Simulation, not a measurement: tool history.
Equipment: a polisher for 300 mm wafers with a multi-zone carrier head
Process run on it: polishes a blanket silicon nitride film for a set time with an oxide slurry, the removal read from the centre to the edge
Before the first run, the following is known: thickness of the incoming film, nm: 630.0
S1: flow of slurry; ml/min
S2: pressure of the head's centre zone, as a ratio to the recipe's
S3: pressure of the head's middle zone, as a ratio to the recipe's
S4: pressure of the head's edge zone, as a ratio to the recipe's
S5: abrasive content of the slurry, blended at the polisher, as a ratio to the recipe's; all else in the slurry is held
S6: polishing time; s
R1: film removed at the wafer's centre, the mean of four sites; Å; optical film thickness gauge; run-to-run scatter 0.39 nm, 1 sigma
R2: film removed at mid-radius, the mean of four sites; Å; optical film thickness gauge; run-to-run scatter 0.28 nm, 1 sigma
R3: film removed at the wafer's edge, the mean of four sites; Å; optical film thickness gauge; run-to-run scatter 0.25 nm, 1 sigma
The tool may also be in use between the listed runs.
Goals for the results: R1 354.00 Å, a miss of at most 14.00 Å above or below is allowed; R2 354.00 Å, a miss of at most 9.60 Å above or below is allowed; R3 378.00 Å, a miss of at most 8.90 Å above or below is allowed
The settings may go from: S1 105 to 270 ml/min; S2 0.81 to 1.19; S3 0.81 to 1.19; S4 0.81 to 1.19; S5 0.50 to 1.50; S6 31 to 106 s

run,day,S1,S2,S3,S4,S5,S6,R1,R2,R3
1,0.000,175,1.00,1.00,1.00,1.00,68,338.47,340.88,331.21
2,0.329,155,1.00,1.00,1.00,1.00,68,326.74,336.67,330.04
3,0.546,160,1.00,1.00,1.03,1.00,68,336.38,336.73,335.31
4,0.746,160,1.00,1.00,0.96,1.00,68,332.87,344.25,326.35
5,1.004,160,1.00,1.06,0.96,1.00,68,329.12,356.51,323.43
6,1.154,160,1.00,1.06,0.96,1.00,55,263.49,286.59,261.90
7,1.308,160,1.00,1.05,0.99,1.10,55,279.64,298.10,275.68
8,1.442,160,0.99,1.03,1.02,1.15,56,289.19,304.49,290.14
9,1.471,160,0.98,1.02,1.05,1.20,57,299.93,318.38,305.60
10,1.800,210,0.96,0.92,1.15,1.45,58,339.74,336.37,358.05

Exactly one of the 4 candidate moves below puts every result within its allowed miss. Which one?
A,2.129,240,1.06,0.98,1.01,1.50,56,?,?,?
B,2.129,240,1.00,1.08,1.09,1.45,53,?,?,?
C,2.129,180,0.93,0.90,1.09,1.05,73,?,?,?
D,2.129,225,0.84,0.94,1.15,1.35,62,?,?,?

move,R1,R2,R3
A,360.39,343.03,339.27
B,323.50,343.21,325.81
C,352.42,348.34,379.72
D,324.03,351.67,376.70
A: the biggest miss grows against the last run
B: the biggest miss grows against the last run
C: hits every target within its allowed miss
D: meets the target for the result that was furthest off, but another lies outside its allowed miss
Correct choice: C, which meets every target

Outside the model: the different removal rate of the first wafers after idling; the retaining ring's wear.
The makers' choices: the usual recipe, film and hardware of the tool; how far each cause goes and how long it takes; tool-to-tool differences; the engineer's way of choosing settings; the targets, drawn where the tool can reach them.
